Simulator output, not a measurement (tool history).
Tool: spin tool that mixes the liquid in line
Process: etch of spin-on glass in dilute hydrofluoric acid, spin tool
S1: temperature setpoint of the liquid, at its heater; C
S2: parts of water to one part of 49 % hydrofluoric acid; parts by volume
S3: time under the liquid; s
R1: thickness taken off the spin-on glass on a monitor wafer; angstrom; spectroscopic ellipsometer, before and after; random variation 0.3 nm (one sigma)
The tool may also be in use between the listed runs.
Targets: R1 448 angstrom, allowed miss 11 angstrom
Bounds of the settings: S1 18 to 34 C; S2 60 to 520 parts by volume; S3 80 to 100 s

run 1 hour=0 | S1=26 S2=290 S3=100 | R1=198.81
run 2 hour=2.3 | S1=28 S2=255 S3=100 | R1=253.64
run 3 hour=6.7 | S1=31.5 S2=255 S3=100 | R1=286.57
run 4 hour=13.9 | S1=31.5 S2=255 S3=80 | R1=226.4
-- hour=19 hydrofluoric acid flow meter replaced
run 5 hour=19 | S1=31.5 S2=185 S3=80 | R1=316.29
run 6 hour=22.3 | S1=31.5 S2=275 S3=80 | R1=191.69
run 7 hour=31.2 | S1=34 S2=160 S3=80 | R1=408.77
run 8 hour=32.7 | S1=34 S2=155 S3=80 | R1=432.88

Which of these 5 next moves meets every target?
run A hour=34.2 | S1=34 S2=180 S3=100 | R1=?
run B hour=34.2 | S1=34 S2=155 S3=90 | R1=?
run C hour=34.2 | S1=32.5 S2=150 S3=80 | R1=?
run D hour=34.2 | S1=34 S2=160 S3=90 | R1=?
run E hour=34.2 | S1=31 S2=155 S3=100 | R1=?

move=A R1=447.73
move=B R1=484.56
move=C R1=425.49
move=D R1=466.11
move=E R1=484.92
A: meets every target
B: takes the result that was furthest off past its target
C: further off than the last run
D: takes the result that was furthest off past its target
E: takes the result that was furthest off past its target
Move A is the one to make.
